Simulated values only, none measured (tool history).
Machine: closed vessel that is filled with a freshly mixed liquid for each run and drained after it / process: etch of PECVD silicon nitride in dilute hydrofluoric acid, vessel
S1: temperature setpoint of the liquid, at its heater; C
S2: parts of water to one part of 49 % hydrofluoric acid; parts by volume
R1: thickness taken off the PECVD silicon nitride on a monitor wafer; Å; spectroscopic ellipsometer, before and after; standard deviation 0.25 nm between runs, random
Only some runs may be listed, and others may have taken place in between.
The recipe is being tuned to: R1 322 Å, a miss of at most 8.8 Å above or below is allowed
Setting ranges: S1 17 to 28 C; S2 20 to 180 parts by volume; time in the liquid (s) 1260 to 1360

{"run": 1, "day": 0.0, "S1": 20, "S2": 100, "time in the liquid (s)": 1260, "R1": 166.89}
{"run": 2, "day": 0.208, "S1": 21.5, "S2": 95, "time in the liquid (s)": 1260, "R1": 194.26}
{"run": 3, "day": 0.508, "S1": 21.5, "S2": 95, "time in the liquid (s)": 1260, "R1": 198.38}
{"run": 4, "day": 0.646, "S1": 21.5, "S2": 95, "time in the liquid (s)": 1360, "R1": 209.32}
{"run": 5, "day": 0.871, "S1": 23, "S2": 95, "time in the liquid (s)": 1360, "R1": 237.36}
{"run": 6, "day": 1.025, "S1": 24, "S2": 95, "time in the liquid (s)": 1360, "R1": 247.66}
{"run": 7, "day": 1.383, "S1": 25, "S2": 95, "time in the liquid (s)": 1360, "R1": 268.77}
{"run": 8, "day": 1.708, "S1": 25.5, "S2": 95, "time in the liquid (s)": 1360, "R1": 276.58}

Which of these 5 next moves meets every target?
{"run": "A", "day": 2.033, "S1": 25.5, "S2": 75, "time in the liquid (s)": 1360, "R1": "?"}
{"run": "B", "day": 2.033, "S1": 28, "S2": 85, "time in the liquid (s)": 1315, "R1": "?"}
{"run": "C", "day": 2.033, "S1": 25.5, "S2": 75, "time in the liquid (s)": 1275, "R1": "?"}
{"run": "D", "day": 2.033, "S1": 26.5, "S2": 80, "time in the liquid (s)": 1360, "R1": "?"}
{"run": "E", "day": 2.033, "S1": 26.5, "S2": 80, "time in the liquid (s)": 1320, "R1": "?"}

move=A R1=347.68
move=B R1=349.38
move=C R1=325.95
move=D R1=348.26
move=E R1=338.02
A: pushes the last run's worst result past its target
B: pushes the last run's worst result past its target
C: each result inside its tolerance
D: pushes the last run's worst result past its target
E: pushes the last run's worst result past its target
Answer: C
